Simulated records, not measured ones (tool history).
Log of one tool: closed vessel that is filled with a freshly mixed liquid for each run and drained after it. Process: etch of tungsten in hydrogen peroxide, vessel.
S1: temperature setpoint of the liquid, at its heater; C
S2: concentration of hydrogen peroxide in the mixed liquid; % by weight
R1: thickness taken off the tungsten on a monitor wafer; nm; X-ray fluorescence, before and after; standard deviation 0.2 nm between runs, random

Run 1, hour 0.0: S1 45.0 C, S2 19.0 % by weight, time in the liquid (s) 30. Result: R1 49.328 nm.
Run 2, hour 1.3: S1 45.0 C, S2 20.5 % by weight, time in the liquid (s) 30. Result: R1 51.658 nm.
Run 3, hour 7.0: S1 43.5 C, S2 20.5 % by weight, time in the liquid (s) 30. Result: R1 46.869 nm.
Run 4, hour 13.3: S1 42.5 C, S2 20.5 % by weight, time in the liquid (s) 30. Result: R1 43.668 nm.
Run 5, hour 22.6: S1 45.0 C, S2 20.5 % by weight, time in the liquid (s) 30. Result: R1 50.602 nm.
Run 6, hour 24.9: S1 43.5 C, S2 20.5 % by weight, time in the liquid (s) 30. Result: R1 46.911 nm.
Run 7, hour 31.7: S1 42.5 C, S2 20.5 % by weight, time in the liquid (s) 30. Result: R1 43.534 nm.
Run 8, hour 35.0: S1 41.5 C, S2 20.5 % by weight, time in the liquid (s) 30. Result: R1 40.854 nm.

Run 9 comes next. What will it give?
Run 9, hour 38.6: S1 40.5 C, S2 20.5 % by weight, time in the liquid (s) 30. Result: R1 ?.

{"run 9": {"R1": 38.382}}
